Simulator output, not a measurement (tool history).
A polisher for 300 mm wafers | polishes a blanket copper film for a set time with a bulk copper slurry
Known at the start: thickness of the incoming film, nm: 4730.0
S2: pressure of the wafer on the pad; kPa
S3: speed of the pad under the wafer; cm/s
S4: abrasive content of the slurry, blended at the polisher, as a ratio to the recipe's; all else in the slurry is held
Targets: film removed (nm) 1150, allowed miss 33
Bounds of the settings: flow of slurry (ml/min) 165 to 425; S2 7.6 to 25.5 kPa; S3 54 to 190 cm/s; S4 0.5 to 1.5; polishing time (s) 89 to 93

Run 1, hour 0: flow of slurry (ml/min) 275, S2 16.5 kPa, S3 122 cm/s, S4 1, polishing time (s) 89. Result: film removed (nm) 832.57.
Run 2, hour 4.4: flow of slurry (ml/min) 275, S2 17.9 kPa, S3 122 cm/s, S4 1, polishing time (s) 89. Result: film removed (nm) 898.41.
Run 3, hour 12.3: flow of slurry (ml/min) 275, S2 20.7 kPa, S3 122 cm/s, S4 1, polishing time (s) 89. Result: film removed (nm) 1023.4.
Run 4, hour 13.1: flow of slurry (ml/min) 275, S2 21.4 kPa, S3 122 cm/s, S4 1, polishing time (s) 89. Result: film removed (nm) 1070.8.
Run 5, hour 21.5: flow of slurry (ml/min) 275, S2 21.4 kPa, S3 96 cm/s, S4 1, polishing time (s) 89. Result: film removed (nm) 861.39.
Run 6, hour 30.5: flow of slurry (ml/min) 275, S2 21.4 kPa, S3 114 cm/s, S4 1, polishing time (s) 89. Result: film removed (nm) 1009.1.
Run 7, hour 39.3: flow of slurry (ml/min) 275, S2 22.1 kPa, S3 114 cm/s, S4 1, polishing time (s) 89. Result: film removed (nm) 1037.2.
Run 8, hour 45.7: flow of slurry (ml/min) 275, S2 22.8 kPa, S3 114 cm/s, S4 1, polishing time (s) 89. Result: film removed (nm) 1057.1.
Run 9, hour 53.3: flow of slurry (ml/min) 275, S2 23.4 kPa, S3 114 cm/s, S4 1, polishing time (s) 89. Result: film removed (nm) 1096.1.

5 next moves are on the table. One of them brings every result within its allowed miss. Which?
Run A, hour 60.9: flow of slurry (ml/min) 295, S2 24.1 kPa, S3 106 cm/s, S4 0.95, polishing time (s) 89. Result: film removed (nm) ?.
Run B, hour 60.9: flow of slurry (ml/min) 245, S2 24.8 kPa, S3 108 cm/s, S4 1, polishing time (s) 89. Result: film removed (nm) ?.
Run C, hour 60.9: flow of slurry (ml/min) 305, S2 25.5 kPa, S3 112 cm/s, S4 0.7, polishing time (s) 92. Result: film removed (nm) ?.
Run D, hour 60.9: flow of slurry (ml/min) 290, S2 24.1 kPa, S3 116 cm/s, S4 0.9, polishing time (s) 91. Result: film removed (nm) ?.
Run E, hour 60.9: flow of slurry (ml/min) 305, S2 22.8 kPa, S3 110 cm/s, S4 0.9, polishing time (s) 93. Result: film removed (nm) ?.

move  film removed (nm)
   A             1045.3
   B             1087.6
   C             1102.1
   D             1146.1
   E             1055.6
A: further off than the last run
B: further off than the last run
C: nearer than the last run, and not there yet
D: meets every target
E: further off than the last run
Move D is the one to make.

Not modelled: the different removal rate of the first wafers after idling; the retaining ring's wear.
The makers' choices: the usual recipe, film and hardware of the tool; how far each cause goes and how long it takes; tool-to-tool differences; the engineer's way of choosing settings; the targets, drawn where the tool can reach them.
